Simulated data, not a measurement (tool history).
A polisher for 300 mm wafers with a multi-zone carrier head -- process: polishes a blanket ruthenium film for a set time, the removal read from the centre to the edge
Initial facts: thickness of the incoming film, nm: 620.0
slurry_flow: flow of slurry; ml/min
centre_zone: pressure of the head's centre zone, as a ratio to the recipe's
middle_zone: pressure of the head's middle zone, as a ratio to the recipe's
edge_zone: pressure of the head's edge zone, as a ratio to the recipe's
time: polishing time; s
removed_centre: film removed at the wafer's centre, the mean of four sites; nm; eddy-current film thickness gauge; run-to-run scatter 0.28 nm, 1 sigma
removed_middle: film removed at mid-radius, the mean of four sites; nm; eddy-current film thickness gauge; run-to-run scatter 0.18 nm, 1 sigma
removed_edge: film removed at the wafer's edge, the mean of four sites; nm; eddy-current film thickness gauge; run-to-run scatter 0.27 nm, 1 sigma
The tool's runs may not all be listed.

run	day	slurry_flow	centre_zone	middle_zone	edge_zone	time	removed_centre	removed_middle	removed_edge
1	0	160	1	1	1	71	43.459	43.117	42.918
2	0.175	160	1	1	1	77	47.631	46.996	45.946
3	0.542	160	1	1	1.08	77	48.409	47.693	48.067
4	0.812	160	1	1	1.05	73	45.364	44.802	44.193
5	0.921	160	1	1	1.05	62	38.217	38.109	38.22
6	1.125	160	1	1	1.03	60	37.445	36.844	36.377
7	1.346	160	1	1	1.01	58	35.958	35.518	34.745
8	1.688	160	1	1	1.01	58	35.583	35.865	34.098
9	1.717	155	1	0.99	0.99	57	34.28	34.627	33.773

Forecast run 10:
10	1.883	155	1	0.99	0.98	56	?	?	?

Run 10 produced removed_centre 34.428 nm, removed_middle 33.514 nm, removed_edge 32.849 nm.

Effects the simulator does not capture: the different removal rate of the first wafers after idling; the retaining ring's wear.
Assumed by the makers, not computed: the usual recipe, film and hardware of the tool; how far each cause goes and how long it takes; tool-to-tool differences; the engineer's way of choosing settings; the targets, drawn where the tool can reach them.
